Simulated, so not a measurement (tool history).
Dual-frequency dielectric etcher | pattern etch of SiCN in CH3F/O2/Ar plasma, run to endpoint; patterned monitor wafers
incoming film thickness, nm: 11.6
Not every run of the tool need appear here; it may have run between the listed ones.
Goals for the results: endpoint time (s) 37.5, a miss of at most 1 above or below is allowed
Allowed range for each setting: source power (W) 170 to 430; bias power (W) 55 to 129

{"run": 1, "hour": 0.0, "source power (W)": 300, "bias power (W)": 92, "endpoint time (s)": 30.182}
{"run": 2, "hour": 5.6, "source power (W)": 260, "bias power (W)": 86, "endpoint time (s)": 34.016}
{"run": 3, "hour": 11.1, "source power (W)": 250, "bias power (W)": 85, "endpoint time (s)": 35.092}
{"run": 4, "hour": 19.7, "source power (W)": 200, "bias power (W)": 85, "endpoint time (s)": 42.095}
{"run": 5, "hour": 26.9, "source power (W)": 170, "bias power (W)": 85, "endpoint time (s)": 51.647}
{"run": 6, "hour": 30.7, "source power (W)": 190, "bias power (W)": 86, "endpoint time (s)": 44.271}
{"run": 7, "hour": 33.9, "source power (W)": 200, "bias power (W)": 86, "endpoint time (s)": 41.837}
{"run": 8, "hour": 36.3, "source power (W)": 200, "bias power (W)": 86, "endpoint time (s)": 41.704}
{"run": 9, "hour": 45.2, "source power (W)": 260, "bias power (W)": 94, "endpoint time (s)": 32.749}
{"run": 10, "hour": 46.6, "source power (W)": 250, "bias power (W)": 94, "endpoint time (s)": 33.446}
{"run": 11, "hour": 54.3, "source power (W)": 240, "bias power (W)": 94, "endpoint time (s)": 34.182}
{"run": 12, "hour": 62.9, "source power (W)": 230, "bias power (W)": 94, "endpoint time (s)": 35.737}

Exercise: of the 5 proposed moves below, exactly one satisfies all targets within the stated allowed misses. Which move is it?
{"run": "A", "hour": 71.5, "source power (W)": 230, "bias power (W)": 91, "endpoint time (s)": "?"}
{"run": "B", "hour": 71.5, "source power (W)": 220, "bias power (W)": 103, "endpoint time (s)": "?"}
{"run": "C", "hour": 71.5, "source power (W)": 210, "bias power (W)": 89, "endpoint time (s)": "?"}
{"run": "D", "hour": 71.5, "source power (W)": 200, "bias power (W)": 95, "endpoint time (s)": "?"}
{"run": "E", "hour": 71.5, "source power (W)": 220, "bias power (W)": 89, "endpoint time (s)": "?"}

move=A endpoint_time_(s)=36.337
move=B endpoint_time_(s)=35.381
move=C endpoint_time_(s)=39.299
move=D endpoint_time_(s)=40.181
move=E endpoint_time_(s)=37.916
A: better than the last run, though not everything is in spec
B: further off than the last run
C: carries the result that was furthest off beyond its target, to the other side
D: carries the result that was furthest off beyond its target, to the other side
E: all results land within tolerance of their targets
Correct choice: E, which meets every target

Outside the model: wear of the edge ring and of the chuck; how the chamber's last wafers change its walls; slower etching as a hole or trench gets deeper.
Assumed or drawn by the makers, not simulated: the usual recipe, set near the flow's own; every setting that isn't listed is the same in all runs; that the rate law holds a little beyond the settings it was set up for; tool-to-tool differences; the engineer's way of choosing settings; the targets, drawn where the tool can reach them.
